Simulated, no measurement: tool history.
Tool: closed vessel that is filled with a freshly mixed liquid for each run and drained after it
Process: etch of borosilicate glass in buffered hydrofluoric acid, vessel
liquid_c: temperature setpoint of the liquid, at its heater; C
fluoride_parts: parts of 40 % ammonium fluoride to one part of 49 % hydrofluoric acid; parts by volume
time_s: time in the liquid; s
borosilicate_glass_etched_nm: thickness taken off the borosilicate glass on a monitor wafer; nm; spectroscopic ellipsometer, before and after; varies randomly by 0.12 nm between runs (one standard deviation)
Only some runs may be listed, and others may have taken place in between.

run 1 hour=0.0 | liquid_c=23.0 fluoride_parts=17.0 time_s=35 | borosilicate_glass_etched_nm=24.762
run 2 hour=7.0 | liquid_c=21.5 fluoride_parts=17.0 time_s=35 | borosilicate_glass_etched_nm=23.089
run 3 hour=9.1 | liquid_c=20.5 fluoride_parts=17.5 time_s=35 | borosilicate_glass_etched_nm=20.948
run 4 hour=13.8 | liquid_c=20.0 fluoride_parts=17.5 time_s=35 | borosilicate_glass_etched_nm=20.595
run 5 hour=16.4 | liquid_c=22.5 fluoride_parts=17.5 time_s=35 | borosilicate_glass_etched_nm=23.496
run 6 hour=25.3 | liquid_c=21.5 fluoride_parts=17.5 time_s=35 | borosilicate_glass_etched_nm=22.127
run 7 hour=29.1 | liquid_c=20.5 fluoride_parts=17.5 time_s=35 | borosilicate_glass_etched_nm=20.984
run 8 hour=31.1 | liquid_c=19.5 fluoride_parts=17.5 time_s=35 | borosilicate_glass_etched_nm=20.143
run 9 hour=35.5 | liquid_c=19.0 fluoride_parts=17.5 time_s=35 | borosilicate_glass_etched_nm=19.602
run 10 hour=40.8 | liquid_c=19.0 fluoride_parts=17.5 time_s=35 | borosilicate_glass_etched_nm=19.598

What does the tool deliver on the next run?
run 11 hour=46.5 | liquid_c=18.5 fluoride_parts=17.5 time_s=35 | borosilicate_glass_etched_nm=?

borosilicate_glass_etched_nm: 18.732 nm

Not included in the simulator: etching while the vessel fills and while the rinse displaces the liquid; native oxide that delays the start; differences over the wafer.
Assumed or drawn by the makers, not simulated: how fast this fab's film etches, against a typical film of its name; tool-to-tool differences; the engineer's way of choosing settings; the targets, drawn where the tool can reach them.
